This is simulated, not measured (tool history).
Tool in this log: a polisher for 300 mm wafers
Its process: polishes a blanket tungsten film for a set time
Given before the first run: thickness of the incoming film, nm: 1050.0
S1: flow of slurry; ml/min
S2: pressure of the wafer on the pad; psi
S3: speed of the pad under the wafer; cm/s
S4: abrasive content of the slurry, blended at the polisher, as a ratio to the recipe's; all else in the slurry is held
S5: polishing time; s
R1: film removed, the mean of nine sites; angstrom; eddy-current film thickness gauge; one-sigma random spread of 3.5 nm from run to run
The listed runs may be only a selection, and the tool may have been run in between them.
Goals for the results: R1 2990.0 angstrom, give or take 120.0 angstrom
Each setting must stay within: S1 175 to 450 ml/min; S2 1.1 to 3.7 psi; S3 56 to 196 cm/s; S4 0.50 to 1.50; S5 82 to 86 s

run,day,S1,S2,S3,S4,S5,R1
1,0.000,290,2.4,126,1.00,82,3777.0
2,0.062,290,2.3,126,1.00,82,3650.3
3,0.254,290,2.2,126,1.00,82,3507.7
4,0.475,325,2.2,126,1.00,82,3636.0
5,0.575,310,2.1,126,1.00,82,3468.1
6,0.654,300,2.0,126,1.00,82,3361.6
7,0.775,295,1.9,126,1.00,82,3230.5
8,0.850,290,1.9,126,1.00,82,3140.5
9,0.962,285,1.9,126,1.00,82,3241.8

Exactly one of the 4 candidate moves below puts every result within its allowed miss. Which one?
A,1.075,320,1.8,138,0.75,86,?
B,1.075,300,1.8,128,1.00,86,?
C,1.075,260,2.1,120,0.80,86,?
D,1.075,270,2.2,104,0.95,82,?

move,R1
A,3351.1
B,3336.1
C,3311.7
D,3051.7
A: lands further from the targets than the last run did
B: lands further from the targets than the last run did
C: lands further from the targets than the last run did
D: meets every target
Answer: D
